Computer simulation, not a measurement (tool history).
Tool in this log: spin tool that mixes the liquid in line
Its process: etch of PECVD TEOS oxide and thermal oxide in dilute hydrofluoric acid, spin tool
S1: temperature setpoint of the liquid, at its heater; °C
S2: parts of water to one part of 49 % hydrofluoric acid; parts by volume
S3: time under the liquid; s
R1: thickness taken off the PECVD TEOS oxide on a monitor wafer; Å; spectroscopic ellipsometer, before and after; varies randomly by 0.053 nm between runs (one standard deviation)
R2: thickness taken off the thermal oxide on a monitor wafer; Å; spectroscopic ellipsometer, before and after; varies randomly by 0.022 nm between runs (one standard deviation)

{"run": 1, "day": 0.0, "S1": 21, "S2": 205, "S3": 180, "R1": 80.354, "R2": 32.502}
{"run": 2, "day": 0.046, "S1": 20.5, "S2": 205, "S3": 180, "R1": 79.693, "R2": 31.981}
{"run": 3, "day": 0.104, "S1": 20.5, "S2": 205, "S3": 255, "R1": 110.95, "R2": 46.082}
{"run": 4, "day": 0.208, "S1": 20.5, "S2": 150, "S3": 255, "R1": 159.23, "R2": 66.262}
{"run": 5, "day": 0.371, "S1": 20, "S2": 165, "S3": 255, "R1": 141.4, "R2": 57.361}
{"run": 6, "day": 0.5, "S1": 23.5, "S2": 165, "S3": 255, "R1": 161.21, "R2": 65.854}
{"run": 7, "day": 0.633, "S1": 19.5, "S2": 245, "S3": 255, "R1": 87.134, "R2": 35.535}

Estimate the outcome of run 8 from the log above:
{"run": 8, "day": 0.675, "S1": 19, "S2": 250, "S3": 255, "R1": "?", "R2": "?"}

R1: 82.443 Å
R2: 33.609 Å
